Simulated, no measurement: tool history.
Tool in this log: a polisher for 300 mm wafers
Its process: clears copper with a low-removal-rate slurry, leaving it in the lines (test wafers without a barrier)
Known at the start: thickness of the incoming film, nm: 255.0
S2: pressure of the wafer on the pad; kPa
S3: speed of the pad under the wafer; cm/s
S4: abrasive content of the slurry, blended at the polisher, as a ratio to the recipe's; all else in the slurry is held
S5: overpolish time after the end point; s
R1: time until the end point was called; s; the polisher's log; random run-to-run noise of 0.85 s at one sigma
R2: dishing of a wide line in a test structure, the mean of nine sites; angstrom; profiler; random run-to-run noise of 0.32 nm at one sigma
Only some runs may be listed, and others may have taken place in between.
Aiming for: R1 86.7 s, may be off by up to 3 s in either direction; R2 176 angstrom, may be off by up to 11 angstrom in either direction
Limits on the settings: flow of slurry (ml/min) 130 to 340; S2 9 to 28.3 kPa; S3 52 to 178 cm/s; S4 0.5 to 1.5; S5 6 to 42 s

Run 1, hour 0: flow of slurry (ml/min) 220, S2 18.6 kPa, S3 114 cm/s, S4 1, S5 21 s. Result: R1 76.091 s, R2 463.49 angstrom.
Run 2, hour 6.8: flow of slurry (ml/min) 220, S2 18.6 kPa, S3 114 cm/s, S4 1.1, S5 21 s. Result: R1 74.819 s, R2 472.86 angstrom.
Run 3, hour 8.4: flow of slurry (ml/min) 220, S2 18.6 kPa, S3 96 cm/s, S4 1.1, S5 21 s. Result: R1 85.28 s, R2 439.24 angstrom.
Run 4, hour 9.5: flow of slurry (ml/min) 205, S2 17.2 kPa, S3 108 cm/s, S4 1, S5 18 s. Result: R1 87.266 s, R2 369.99 angstrom.
Run 5, hour 12.4: flow of slurry (ml/min) 245, S2 17.2 kPa, S3 108 cm/s, S4 1, S5 18 s. Result: R1 84.069 s, R2 362.69 angstrom.
Run 6, hour 17.5: flow of slurry (ml/min) 265, S2 16.5 kPa, S3 110 cm/s, S4 0.95, S5 16 s. Result: R1 88.55 s, R2 313.54 angstrom.
Run 7, hour 26.1: flow of slurry (ml/min) 280, S2 16.5 kPa, S3 114 cm/s, S4 0.85, S5 14 s. Result: R1 88.659 s, R2 285.94 angstrom.
Run 8, hour 33.4: flow of slurry (ml/min) 340, S2 15.9 kPa, S3 130 cm/s, S4 0.6, S5 6 s. Result: R1 86.578 s, R2 134.69 angstrom.
Run 9, hour 34.2: flow of slurry (ml/min) 330, S2 15.9 kPa, S3 130 cm/s, S4 0.6, S5 6 s. Result: R1 86.435 s, R2 134.26 angstrom.
Run 10, hour 42.3: flow of slurry (ml/min) 325, S2 15.9 kPa, S3 130 cm/s, S4 0.65, S5 6 s. Result: R1 85.228 s, R2 143.24 angstrom.
Run 11, hour 46: flow of slurry (ml/min) 320, S2 15.9 kPa, S3 130 cm/s, S4 0.65, S5 6 s. Result: R1 84.605 s, R2 139.92 angstrom.
Run 12, hour 53.6: flow of slurry (ml/min) 320, S2 15.9 kPa, S3 128 cm/s, S4 0.7, S5 6 s. Result: R1 85.614 s, R2 142.07 angstrom.
Run 13, hour 56.5: flow of slurry (ml/min) 315, S2 15.9 kPa, S3 128 cm/s, S4 0.7, S5 6 s. Result: R1 86.576 s, R2 138.67 angstrom.
Run 14, hour 63: flow of slurry (ml/min) 305, S2 15.9 kPa, S3 128 cm/s, S4 0.7, S5 13 s. Result: R1 85.335 s, R2 273.89 angstrom.

Next run, 5 choices. One meets every target within its allowed miss, the rest don't. Which?
Run A, hour 69.5: flow of slurry (ml/min) 335, S2 17.2 kPa, S3 112 cm/s, S4 0.75, S5 7 s. Result: R1 ?, R2 ?.
Run B, hour 69.5: flow of slurry (ml/min) 315, S2 18.6 kPa, S3 122 cm/s, S4 0.65, S5 6 s. Result: R1 ?, R2 ?.
Run C, hour 69.5: flow of slurry (ml/min) 330, S2 14.5 kPa, S3 136 cm/s, S4 0.8, S5 8 s. Result: R1 ?, R2 ?.
Run D, hour 69.5: flow of slurry (ml/min) 320, S2 17.9 kPa, S3 132 cm/s, S4 0.55, S5 7 s. Result: R1 ?, R2 ?.
Run E, hour 69.5: flow of slurry (ml/min) 305, S2 17.2 kPa, S3 126 cm/s, S4 0.7, S5 6 s. Result: R1 ?, R2 ?.

move      R1      R2
   A  84.765  159.05
   B  76.435  151.91
   C  84.701  179.38
   D  77.309  173.48
   E  79.087  146.88
A: takes the result that was furthest off past its target
B: takes the result that was furthest off past its target
C: every result lands within tolerance
D: the furthest-off result lands on target, but another misses its tolerance
E: takes the result that was furthest off past its target
The right move is C.

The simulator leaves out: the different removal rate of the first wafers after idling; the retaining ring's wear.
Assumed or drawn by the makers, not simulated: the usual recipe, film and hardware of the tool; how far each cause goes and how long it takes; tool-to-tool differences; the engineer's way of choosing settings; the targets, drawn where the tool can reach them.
